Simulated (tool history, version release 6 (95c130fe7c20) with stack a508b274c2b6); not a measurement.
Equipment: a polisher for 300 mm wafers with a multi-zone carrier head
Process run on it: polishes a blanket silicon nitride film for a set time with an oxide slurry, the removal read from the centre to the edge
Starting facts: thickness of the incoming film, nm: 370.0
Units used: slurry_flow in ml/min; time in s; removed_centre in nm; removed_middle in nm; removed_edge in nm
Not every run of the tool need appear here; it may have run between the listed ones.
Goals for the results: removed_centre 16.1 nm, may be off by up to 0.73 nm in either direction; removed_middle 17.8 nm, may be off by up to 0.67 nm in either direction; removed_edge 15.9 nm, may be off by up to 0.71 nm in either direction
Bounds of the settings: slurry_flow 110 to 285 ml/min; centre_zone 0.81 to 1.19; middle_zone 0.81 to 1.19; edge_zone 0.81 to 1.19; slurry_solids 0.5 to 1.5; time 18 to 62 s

{"run": 1, "hour": 0.0, "slurry_flow": 180, "centre_zone": 1, "middle_zone": 1, "edge_zone": 1, "slurry_solids": 1, "time": 40, "removed_centre": 26.301, "removed_middle": 26.679, "removed_edge": 26.635}
{"run": 2, "hour": 3.0, "slurry_flow": 180, "centre_zone": 0.99, "middle_zone": 1.01, "edge_zone": 0.98, "slurry_solids": 0.9, "time": 39, "removed_centre": 23.834, "removed_middle": 24.97, "removed_edge": 24.081}
{"run": 3, "hour": 10.1, "slurry_flow": 180, "centre_zone": 0.98, "middle_zone": 1, "edge_zone": 0.96, "slurry_solids": 0.85, "time": 38, "removed_centre": 22.845, "removed_middle": 22.696, "removed_edge": 21.878}
{"run": 4, "hour": 11.8, "slurry_flow": 175, "centre_zone": 0.95, "middle_zone": 1, "edge_zone": 0.95, "slurry_solids": 0.8, "time": 38, "removed_centre": 20.911, "removed_middle": 22.629, "removed_edge": 21.12}
{"run": 5, "hour": 12.9, "slurry_flow": 175, "centre_zone": 0.94, "middle_zone": 0.99, "edge_zone": 0.93, "slurry_solids": 0.75, "time": 38, "removed_centre": 20.059, "removed_middle": 21.06, "removed_edge": 20.157}
{"run": 6, "hour": 16.5, "slurry_flow": 140, "centre_zone": 0.94, "middle_zone": 0.99, "edge_zone": 0.93, "slurry_solids": 0.75, "time": 38, "removed_centre": 19.127, "removed_middle": 19.943, "removed_edge": 19.655}
{"run": 7, "hour": 20.7, "slurry_flow": 160, "centre_zone": 0.92, "middle_zone": 1.04, "edge_zone": 0.83, "slurry_solids": 0.5, "time": 35, "removed_centre": 13.614, "removed_middle": 14.992, "removed_edge": 13.147}
{"run": 8, "hour": 22.4, "slurry_flow": 170, "centre_zone": 0.92, "middle_zone": 1.04, "edge_zone": 0.85, "slurry_solids": 0.5, "time": 35, "removed_centre": 13.489, "removed_middle": 15.557, "removed_edge": 13.691}
{"run": 9, "hour": 31.3, "slurry_flow": 180, "centre_zone": 0.93, "middle_zone": 1.04, "edge_zone": 0.86, "slurry_solids": 0.5, "time": 35, "removed_centre": 13.916, "removed_middle": 15.699, "removed_edge": 13.729}
{"run": 10, "hour": 34.6, "slurry_flow": 185, "centre_zone": 0.94, "middle_zone": 1.04, "edge_zone": 0.88, "slurry_solids": 0.5, "time": 35, "removed_centre": 14.103, "removed_middle": 15.697, "removed_edge": 13.875}
{"run": 11, "hour": 39.0, "slurry_flow": 190, "centre_zone": 0.95, "middle_zone": 1.04, "edge_zone": 0.9, "slurry_solids": 0.5, "time": 35, "removed_centre": 14.59, "removed_middle": 15.524, "removed_edge": 13.99}
{"run": 12, "hour": 42.5, "slurry_flow": 195, "centre_zone": 0.95, "middle_zone": 1.04, "edge_zone": 0.91, "slurry_solids": 0.5, "time": 35, "removed_centre": 14.578, "removed_middle": 16.089, "removed_edge": 14.308}
{"run": 13, "hour": 44.3, "slurry_flow": 245, "centre_zone": 1, "middle_zone": 1.03, "edge_zone": 0.99, "slurry_solids": 0.55, "time": 35, "removed_centre": 16.787, "removed_middle": 17.644, "removed_edge": 16.448}
{"run": 14, "hour": 46.7, "slurry_flow": 245, "centre_zone": 0.99, "middle_zone": 1.05, "edge_zone": 0.98, "slurry_solids": 0.55, "time": 35, "removed_centre": 16.806, "removed_middle": 17.273, "removed_edge": 16.374}

Which one of the following 5 next-run settings gets every result inside its allowed miss? There is exactly one.
{"run": "A", "hour": 49.1, "slurry_flow": 265, "centre_zone": 1.12, "middle_zone": 1.03, "edge_zone": 0.99, "slurry_solids": 0.5, "time": 36, "removed_centre": "?", "removed_middle": "?", "removed_edge": "?"}
{"run": "B", "hour": 49.1, "slurry_flow": 260, "centre_zone": 0.98, "middle_zone": 1.01, "edge_zone": 1.01, "slurry_solids": 0.65, "time": 33, "removed_centre": "?", "removed_middle": "?", "removed_edge": "?"}
{"run": "C", "hour": 49.1, "slurry_flow": 260, "centre_zone": 1.03, "middle_zone": 0.96, "edge_zone": 0.87, "slurry_solids": 0.55, "time": 36, "removed_centre": "?", "removed_middle": "?", "removed_edge": "?"}
{"run": "D", "hour": 49.1, "slurry_flow": 235, "centre_zone": 1.11, "middle_zone": 0.97, "edge_zone": 0.99, "slurry_solids": 0.5, "time": 37, "removed_centre": "?", "removed_middle": "?", "removed_edge": "?"}
{"run": "E", "hour": 49.1, "slurry_flow": 270, "centre_zone": 0.95, "middle_zone": 1.06, "edge_zone": 0.95, "slurry_solids": 0.5, "time": 37, "removed_centre": "?", "removed_middle": "?", "removed_edge": "?"}

move=A removed_centre=18.924 removed_middle=16.72 removed_edge=15.826
move=B removed_centre=18.162 removed_middle=18.074 removed_edge=17.564
move=C removed_centre=18.596 removed_middle=16.87 removed_edge=15.967
move=D removed_centre=18.964 removed_middle=16.106 removed_edge=16.104
move=E removed_centre=16.519 removed_middle=17.663 removed_edge=15.968
A: further off than the last run
B: further off than the last run
C: further off than the last run
D: further off than the last run
E: every result lands within tolerance
Answer: E

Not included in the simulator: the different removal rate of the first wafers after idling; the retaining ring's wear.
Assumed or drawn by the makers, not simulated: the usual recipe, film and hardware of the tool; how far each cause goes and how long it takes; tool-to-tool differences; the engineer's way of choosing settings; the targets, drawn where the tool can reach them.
